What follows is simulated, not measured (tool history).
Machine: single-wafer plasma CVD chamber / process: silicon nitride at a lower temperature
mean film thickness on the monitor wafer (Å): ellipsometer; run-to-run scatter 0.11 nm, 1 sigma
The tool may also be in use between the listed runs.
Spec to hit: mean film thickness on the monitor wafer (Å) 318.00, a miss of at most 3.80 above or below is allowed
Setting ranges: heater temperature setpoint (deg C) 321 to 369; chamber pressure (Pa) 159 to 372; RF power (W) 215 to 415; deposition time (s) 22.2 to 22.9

run,hour,heater temperature setpoint (deg C),chamber pressure (Pa),RF power (W),deposition time (s),mean film thickness on the monitor wafer (Å)
1,0.0,345,265,315,22.2,283.98
2,6.4,345,265,275,22.2,250.85
3,12.9,345,288,285,22.2,265.76
4,17.2,350,288,285,22.2,263.84
5,21.9,350,288,285,22.2,264.74
6,30.6,350,288,270,22.2,248.89
7,38.9,350,341,320,22.3,310.54
# hour 43.4: RF generator calibrated
8,43.4,350,359,320,22.3,334.35
9,49.4,353,357,320,22.3,330.38
10,54.6,353,352,320,22.3,332.16
11,58.2,351,351,320,22.3,332.35
12,65.1,351,345,320,22.3,328.07

Next run, 5 choices. One meets every target within its allowed miss, the rest don't. Which?
A,72.0,340,335,300,22.2,?
B,72.0,348,343,310,22.2,?
C,72.0,357,307,300,22.9,?
D,72.0,351,372,310,22.9,?
E,72.0,357,360,315,22.7,?

move,mean film thickness on the monitor wafer (Å)
A,309.83
B,320.15
C,310.48
D,336.66
E,335.03
A: carries the result that was furthest off beyond its target, to the other side
B: every result lands within tolerance
C: carries the result that was furthest off beyond its target, to the other side
D: misses by more than the last run did
E: misses by more than the last run did
Go with B: it meets all targets.

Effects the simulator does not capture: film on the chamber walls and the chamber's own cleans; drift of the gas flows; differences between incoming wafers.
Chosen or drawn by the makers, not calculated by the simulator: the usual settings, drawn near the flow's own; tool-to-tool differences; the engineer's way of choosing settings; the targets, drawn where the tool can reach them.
